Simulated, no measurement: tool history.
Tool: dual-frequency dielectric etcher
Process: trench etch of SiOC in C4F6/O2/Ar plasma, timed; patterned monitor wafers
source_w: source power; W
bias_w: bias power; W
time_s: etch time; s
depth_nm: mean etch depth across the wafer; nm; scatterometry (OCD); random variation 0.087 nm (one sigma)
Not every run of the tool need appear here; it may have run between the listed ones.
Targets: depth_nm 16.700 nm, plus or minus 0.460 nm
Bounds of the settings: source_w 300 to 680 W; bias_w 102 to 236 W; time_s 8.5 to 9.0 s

{"run": 1, "hour": 0.0, "source_w": 490, "bias_w": 169, "time_s": 9.0, "depth_nm": 20.141}
{"run": 2, "hour": 8.8, "source_w": 530, "bias_w": 169, "time_s": 9.0, "depth_nm": 20.875}
{"run": 3, "hour": 16.1, "source_w": 530, "bias_w": 169, "time_s": 9.0, "depth_nm": 20.798}
{"run": 4, "hour": 25.0, "source_w": 530, "bias_w": 169, "time_s": 9.0, "depth_nm": 20.745}
{"run": 5, "hour": 33.6, "source_w": 530, "bias_w": 193, "time_s": 9.0, "depth_nm": 21.491}
{"run": 6, "hour": 37.4, "source_w": 600, "bias_w": 193, "time_s": 9.0, "depth_nm": 22.757}
{"run": 7, "hour": 40.9, "source_w": 540, "bias_w": 181, "time_s": 9.0, "depth_nm": 21.373}
{"run": 8, "hour": 49.7, "source_w": 500, "bias_w": 172, "time_s": 9.0, "depth_nm": 20.368}
{"run": 9, "hour": 56.5, "source_w": 470, "bias_w": 165, "time_s": 9.0, "depth_nm": 19.479}
{"run": 10, "hour": 62.3, "source_w": 440, "bias_w": 162, "time_s": 9.0, "depth_nm": 18.584}
{"run": 11, "hour": 69.9, "source_w": 420, "bias_w": 160, "time_s": 9.0, "depth_nm": 18.344}
{"run": 12, "hour": 74.3, "source_w": 400, "bias_w": 158, "time_s": 9.0, "depth_nm": 17.654}
{"run": 13, "hour": 82.9, "source_w": 390, "bias_w": 157, "time_s": 9.0, "depth_nm": 17.431}

Which of these 4 next moves meets every target?
{"run": "A", "hour": 91.5, "source_w": 360, "bias_w": 161, "time_s": 8.5, "depth_nm": "?"}
{"run": "B", "hour": 91.5, "source_w": 340, "bias_w": 143, "time_s": 9.0, "depth_nm": "?"}
{"run": "C", "hour": 91.5, "source_w": 410, "bias_w": 171, "time_s": 9.0, "depth_nm": "?"}
{"run": "D", "hour": 91.5, "source_w": 400, "bias_w": 118, "time_s": 9.0, "depth_nm": "?"}

move=A depth_nm=15.738
move=B depth_nm=15.655
move=C depth_nm=18.167
move=D depth_nm=16.382
A: pushes the last run's worst result past its target
B: pushes the last run's worst result past its target
C: further off than the last run
D: every result within its allowed miss
Answer: D

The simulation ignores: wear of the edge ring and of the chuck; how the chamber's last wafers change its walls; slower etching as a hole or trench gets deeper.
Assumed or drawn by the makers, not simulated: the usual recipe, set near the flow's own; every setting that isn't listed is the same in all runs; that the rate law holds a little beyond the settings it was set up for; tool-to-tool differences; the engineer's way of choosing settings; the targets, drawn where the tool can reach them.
